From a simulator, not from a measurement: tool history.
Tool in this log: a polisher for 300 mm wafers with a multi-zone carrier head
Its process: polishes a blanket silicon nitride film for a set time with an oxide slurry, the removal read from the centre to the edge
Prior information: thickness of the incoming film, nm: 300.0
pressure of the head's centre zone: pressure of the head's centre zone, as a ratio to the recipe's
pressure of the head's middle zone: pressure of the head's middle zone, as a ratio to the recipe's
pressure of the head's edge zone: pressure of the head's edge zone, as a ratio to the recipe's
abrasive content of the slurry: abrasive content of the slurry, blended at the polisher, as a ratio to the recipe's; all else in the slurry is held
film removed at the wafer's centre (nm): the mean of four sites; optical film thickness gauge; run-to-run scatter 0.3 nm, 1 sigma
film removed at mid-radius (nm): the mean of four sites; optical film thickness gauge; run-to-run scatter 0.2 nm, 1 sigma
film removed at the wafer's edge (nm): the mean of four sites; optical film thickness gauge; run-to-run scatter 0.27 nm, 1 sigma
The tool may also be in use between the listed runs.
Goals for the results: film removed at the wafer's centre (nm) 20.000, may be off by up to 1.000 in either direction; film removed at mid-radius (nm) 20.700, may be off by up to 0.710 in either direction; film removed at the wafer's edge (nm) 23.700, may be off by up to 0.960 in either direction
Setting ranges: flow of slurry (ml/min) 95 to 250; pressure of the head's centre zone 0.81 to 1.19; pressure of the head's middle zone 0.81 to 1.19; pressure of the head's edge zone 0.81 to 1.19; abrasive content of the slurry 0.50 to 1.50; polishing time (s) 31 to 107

| run | day | flow of slurry (ml/min) | pressure of the head's centre zone | pressure of the head's middle zone | pressure of the head's edge zone | abrasive content of the slurry | polishing time (s) | film removed at the wafer's centre (nm) | film removed at mid-radius (nm) | film removed at the wafer's edge (nm) |
|---|---|---|---|---|---|---|---|---|---|---|
| 1 | 0.000 | 160 | 1.00 | 1.00 | 1.00 | 1.00 | 69 | 39.112 | 38.589 | 38.649 |
| 2 | 0.208 | 155 | 0.98 | 0.98 | 1.00 | 0.95 | 67 | 36.339 | 36.649 | 36.061 |
| 3 | 0.383 | 150 | 0.97 | 0.96 | 1.02 | 0.90 | 64 | 32.919 | 33.197 | 33.378 |
| 4 | 0.679 | 150 | 0.97 | 0.89 | 1.02 | 0.90 | 64 | 33.533 | 31.038 | 33.888 |
| 5 | 0.871 | 150 | 0.97 | 0.89 | 1.02 | 0.90 | 56 | 29.496 | 27.538 | 28.882 |
| 6 | 1.162 | 145 | 0.96 | 0.88 | 1.03 | 0.85 | 56 | 27.748 | 26.274 | 29.511 |
| 7 | 1.200 | 145 | 0.95 | 0.88 | 1.02 | 0.80 | 56 | 26.825 | 25.196 | 28.479 |
| 8 | 1.412 | 145 | 0.94 | 0.88 | 1.01 | 0.80 | 56 | 26.835 | 25.435 | 28.058 |
| 9 | 1.633 | 140 | 0.93 | 0.88 | 1.00 | 0.75 | 56 | 25.492 | 24.442 | 26.466 |
| 10 | 1.717 | 135 | 0.92 | 0.87 | 1.00 | 0.75 | 56 | 24.471 | 24.066 | 27.052 |
| 11 | 1.838 | 135 | 0.91 | 0.87 | 0.99 | 0.75 | 56 | 24.177 | 23.770 | 26.255 |
| 12 | 2.183 | 135 | 0.91 | 0.87 | 0.99 | 0.75 | 56 | 24.722 | 24.106 | 26.651 |
| 13 | 2.208 | 130 | 0.90 | 0.87 | 0.99 | 0.75 | 56 | 23.722 | 23.853 | 26.544 |
| 14 | 2.583 | 130 | 0.89 | 0.86 | 0.98 | 0.75 | 56 | 23.365 | 23.583 | 25.965 |
| 15 | 2.625 | 115 | 0.86 | 0.83 | 0.96 | 0.70 | 56 | 21.460 | 21.336 | 24.725 |

Below are 4 possible settings for the next run. Only one of them brings all results inside the allowed miss of their targets. Which is it?
| A | 2.667 | 95 | 0.81 | 0.94 | 0.96 | 0.90 | 50 | ? | ? | ? |
| B | 2.667 | 110 | 1.00 | 0.85 | 0.98 | 0.65 | 56 | ? | ? | ? |
| C | 2.667 | 115 | 0.86 | 0.85 | 1.01 | 0.85 | 49 | ? | ? | ? |
| D | 2.667 | 110 | 0.84 | 0.81 | 0.94 | 0.90 | 56 | ? | ? | ? |

| move | film removed at the wafer's centre (nm) | film removed at mid-radius (nm) | film removed at the wafer's edge (nm) |
|---|---|---|---|
| A | 18.738 | 22.056 | 23.297 |
| B | 23.697 | 20.584 | 23.533 |
| C | 20.441 | 20.647 | 23.835 |
| D | 23.026 | 22.951 | 26.753 |
A: takes the biggest miss from the last run beyond its target
B: the biggest miss grows against the last run
C: every result within its allowed miss
D: the biggest miss grows against the last run
C meets every target.
